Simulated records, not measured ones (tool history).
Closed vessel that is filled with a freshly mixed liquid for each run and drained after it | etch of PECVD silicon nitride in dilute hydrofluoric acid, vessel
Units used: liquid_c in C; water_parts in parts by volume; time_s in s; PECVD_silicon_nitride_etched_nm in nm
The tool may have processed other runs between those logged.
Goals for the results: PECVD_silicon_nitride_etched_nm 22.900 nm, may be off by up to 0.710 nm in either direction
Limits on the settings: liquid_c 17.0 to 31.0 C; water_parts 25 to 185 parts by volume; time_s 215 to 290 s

| run | hour | liquid_c | water_parts | time_s | PECVD_silicon_nitride_etched_nm |
|---|---|---|---|---|---|
| 1 | 0.0 | 23.0 | 105 | 290 | 13.694 |
| 2 | 2.7 | 25.0 | 105 | 290 | 15.540 |
| 3 | 5.9 | 25.0 | 90 | 290 | 17.873 |
| 4 | 9.5 | 26.0 | 90 | 290 | 19.486 |
| 5 | 16.2 | 26.5 | 90 | 290 | 19.989 |
| 6 | 17.0 | 26.5 | 90 | 215 | 14.886 |
| 7 | 25.1 | 30.5 | 70 | 215 | 24.253 |
| 8 | 27.3 | 30.0 | 70 | 215 | 23.734 |

Which of these 5 next moves meets every target?
| A | 29.5 | 31.0 | 90 | 270 | ? |
| B | 29.5 | 31.0 | 75 | 225 | ? |
| C | 29.5 | 31.0 | 95 | 260 | ? |
| D | 29.5 | 29.0 | 80 | 270 | ? |
| E | 29.5 | 31.0 | 90 | 275 | ? |

| move | PECVD_silicon_nitride_etched_nm |
|---|---|
| A | 24.759 |
| B | 24.778 |
| C | 22.579 |
| D | 24.551 |
| E | 25.218 |
A: the biggest miss grows against the last run
B: the biggest miss grows against the last run
C: each result inside its tolerance
D: the biggest miss grows against the last run
E: the biggest miss grows against the last run
The right move is C.
